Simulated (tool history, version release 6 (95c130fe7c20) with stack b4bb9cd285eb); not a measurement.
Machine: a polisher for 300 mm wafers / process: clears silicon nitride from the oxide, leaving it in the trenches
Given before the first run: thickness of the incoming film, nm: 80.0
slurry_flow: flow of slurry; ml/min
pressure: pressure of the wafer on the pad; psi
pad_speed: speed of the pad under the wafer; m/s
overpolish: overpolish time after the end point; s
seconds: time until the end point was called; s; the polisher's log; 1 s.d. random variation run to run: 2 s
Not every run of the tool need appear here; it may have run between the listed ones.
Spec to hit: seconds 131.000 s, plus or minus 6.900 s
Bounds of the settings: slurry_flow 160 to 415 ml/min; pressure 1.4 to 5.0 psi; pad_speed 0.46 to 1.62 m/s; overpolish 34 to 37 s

Run 1, day 0.000: slurry_flow 265 ml/min, pressure 3.2 psi, pad_speed 1.04 m/s, overpolish 34 s. Result: seconds 76.268 s.
Run 2, day 0.162: slurry_flow 265 ml/min, pressure 2.9 psi, pad_speed 1.04 m/s, overpolish 34 s. Result: seconds 81.913 s.
Run 3, day 0.533: slurry_flow 230 ml/min, pressure 2.9 psi, pad_speed 1.04 m/s, overpolish 34 s. Result: seconds 82.345 s.
Run 4, day 0.588: slurry_flow 230 ml/min, pressure 2.9 psi, pad_speed 1.26 m/s, overpolish 34 s. Result: seconds 67.902 s.
Run 5, day 0.746: slurry_flow 230 ml/min, pressure 2.9 psi, pad_speed 1.12 m/s, overpolish 34 s. Result: seconds 78.332 s.
Run 6, day 1.017: slurry_flow 230 ml/min, pressure 2.7 psi, pad_speed 1.10 m/s, overpolish 34 s. Result: seconds 83.496 s.
Run 7, day 1.375: slurry_flow 230 ml/min, pressure 2.5 psi, pad_speed 1.08 m/s, overpolish 34 s. Result: seconds 89.113 s.
Run 8, day 1.675: slurry_flow 230 ml/min, pressure 2.3 psi, pad_speed 1.06 m/s, overpolish 34 s. Result: seconds 96.234 s.
Run 9, day 1.792: slurry_flow 230 ml/min, pressure 2.2 psi, pad_speed 1.04 m/s, overpolish 34 s. Result: seconds 101.170 s.
Run 10, day 2.012: slurry_flow 230 ml/min, pressure 2.1 psi, pad_speed 1.04 m/s, overpolish 34 s. Result: seconds 105.440 s.

Which of these 5 next moves meets every target?
Run A, day 2.233: slurry_flow 225 ml/min, pressure 1.4 psi, pad_speed 0.94 m/s, overpolish 34 s. Result: seconds ?.
Run B, day 2.233: slurry_flow 250 ml/min, pressure 2.2 psi, pad_speed 0.92 m/s, overpolish 37 s. Result: seconds ?.
Run C, day 2.233: slurry_flow 205 ml/min, pressure 1.5 psi, pad_speed 1.10 m/s, overpolish 34 s. Result: seconds ?.
Run D, day 2.233: slurry_flow 230 ml/min, pressure 1.8 psi, pad_speed 1.14 m/s, overpolish 34 s. Result: seconds ?.
Run E, day 2.233: slurry_flow 210 ml/min, pressure 2.3 psi, pad_speed 0.92 m/s, overpolish 34 s. Result: seconds ?.

move  seconds
   A  160.150
   B  116.570
   C  132.610
   D  111.020
   E  114.840
A: takes the biggest miss from the last run beyond its target
B: gains on the last run, yet a result remains outside its allowed miss
C: in spec on every target
D: gains on the last run, yet a result remains outside its allowed miss
E: gains on the last run, yet a result remains outside its allowed miss
The right move is C.
